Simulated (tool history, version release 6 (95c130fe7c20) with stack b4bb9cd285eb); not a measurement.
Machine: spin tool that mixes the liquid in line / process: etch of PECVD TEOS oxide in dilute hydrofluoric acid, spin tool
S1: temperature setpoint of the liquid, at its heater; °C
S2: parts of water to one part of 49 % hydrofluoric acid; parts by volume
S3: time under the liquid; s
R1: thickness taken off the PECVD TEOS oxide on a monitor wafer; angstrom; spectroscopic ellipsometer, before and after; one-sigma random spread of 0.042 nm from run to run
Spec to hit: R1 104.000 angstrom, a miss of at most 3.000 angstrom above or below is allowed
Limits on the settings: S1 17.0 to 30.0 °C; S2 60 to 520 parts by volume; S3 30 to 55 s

run	hour	S1	S2	S3	R1
1	0.0	22.0	290	55	22.875
2	8.1	23.0	265	55	26.496
3	14.0	23.0	265	55	26.147
4	18.2	26.0	265	55	29.471
5	22.1	26.0	265	55	29.227
6	29.4	27.5	265	55	30.599
7	35.3	28.0	240	55	35.729
8	37.1	28.0	220	55	39.923
9	39.3	28.0	200	55	44.737
10	40.9	28.0	185	55	49.377
11	43.2	28.0	170	55	54.543

Which of these 4 next moves meets every target?
A	45.5	30.0	105	55	?
B	45.5	28.0	125	55	?
C	45.5	24.0	105	55	?
D	45.5	29.5	115	55	?

move	R1
A	104.100
B	78.987
C	82.682
D	92.013
A: in spec on every target
B: nearer than the last run, and not there yet
C: nearer than the last run, and not there yet
D: nearer than the last run, and not there yet
A meets every target.
